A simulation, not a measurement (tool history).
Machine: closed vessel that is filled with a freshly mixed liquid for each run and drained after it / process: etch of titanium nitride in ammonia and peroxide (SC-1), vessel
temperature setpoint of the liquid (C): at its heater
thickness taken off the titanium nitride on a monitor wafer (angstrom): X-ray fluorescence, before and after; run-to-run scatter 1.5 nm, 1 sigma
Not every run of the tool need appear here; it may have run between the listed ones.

run  hour  temperature setpoint of the liquid (C)  parts of water to one part of 30 % peroxide (parts by volume)  parts of 29 % ammonia solution to one part of 30 % peroxide (parts by volume)  time in the liquid (s)  thickness taken off the titanium nitride on a monitor wafer (angstrom)
  1     0                                      51                                                           26.5                                                                           0.55                    1685                                                                  759.02
  2   3.1                                      51                                                           32.5                                                                           0.55                    1685                                                                  669.97
  3    10                                      54                                                           32.5                                                                           0.55                    1685                                                                  824.96
  4  16.7                                      54                                                           32.5                                                                           0.65                    1685                                                                  874.45
  5  20.4                                      54                                                           32.5                                                                           0.65                    1795                                                                  915.39
  6  29.4                                      54                                                           32.5                                                                           0.65                    1685                                                                  842.05
  7  38.9                                      56                                                           32.5                                                                           0.65                    1685                                                                  984.01
  8  41.1                                      56                                                           32.5                                                                           0.65                    1685                                                                  978.88
  9  50.5                                    57.5                                                           32.5                                                                           0.65                    1685                                                                  1074.3
 10  51.6                                      59                                                           32.5                                                                           0.65                    1685                                                                  1184.1

What will run 11 give?
 11  57.4                                      60                                                           32.5                                                                           0.65                    1685                                                                       ?

thickness taken off the titanium nitride on a monitor wafer (angstrom): 1265.7
